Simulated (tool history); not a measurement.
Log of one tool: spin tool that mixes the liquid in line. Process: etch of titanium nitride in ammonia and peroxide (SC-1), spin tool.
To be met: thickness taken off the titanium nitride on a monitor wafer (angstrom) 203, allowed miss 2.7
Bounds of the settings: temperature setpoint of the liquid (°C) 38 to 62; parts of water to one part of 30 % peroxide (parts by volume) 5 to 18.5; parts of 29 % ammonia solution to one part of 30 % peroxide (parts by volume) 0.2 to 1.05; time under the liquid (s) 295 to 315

| run | day | temperature setpoint of the liquid (°C) | parts of water to one part of 30 % peroxide (parts by volume) | parts of 29 % ammonia solution to one part of 30 % peroxide (parts by volume) | time under the liquid (s) | thickness taken off the titanium nitride on a monitor wafer (angstrom) |
|---|---|---|---|---|---|---|
| 1 | 0 | 46 | 10.5 | 0.55 | 295 | 156.04 |
| 2 | 0.346 | 46 | 10.5 | 0.55 | 295 | 156.09 |
| 3 | 0.45 | 46 | 11.5 | 0.55 | 295 | 148.81 |
| 4 | 0.829 | 47 | 11.5 | 0.55 | 295 | 160.22 |
| 5 | 1.038 | 47.5 | 11.5 | 0.55 | 295 | 165.14 |
| 6 | 1.225 | 48 | 11.5 | 0.55 | 295 | 171.89 |
| 7 | 1.529 | 48.5 | 11.5 | 0.55 | 295 | 177.57 |
| 8 | 1.725 | 49 | 11.5 | 0.55 | 295 | 183.99 |
| 9 | 1.779 | 49.5 | 11.5 | 0.55 | 295 | 189.46 |

5 next moves are on the table. One of them brings every result within its allowed miss. Which?
| A | 1.833 | 48 | 10 | 0.8 | 295 | ? |
| B | 1.833 | 50.5 | 11.5 | 0.55 | 305 | ? |
| C | 1.833 | 47.5 | 9.5 | 0.65 | 310 | ? |
| D | 1.833 | 51.5 | 14.5 | 0.75 | 295 | ? |
| E | 1.833 | 49.5 | 11 | 0.6 | 295 | ? |

| move | thickness taken off the titanium nitride on a monitor wafer (angstrom) |
|---|---|
| A | 196.02 |
| B | 210.86 |
| C | 197.34 |
| D | 203.89 |
| E | 197.68 |
A: nearer than the last run, and not there yet
B: takes the result that was furthest off past its target
C: nearer than the last run, and not there yet
D: meets every target
E: nearer than the last run, and not there yet
Answer: D
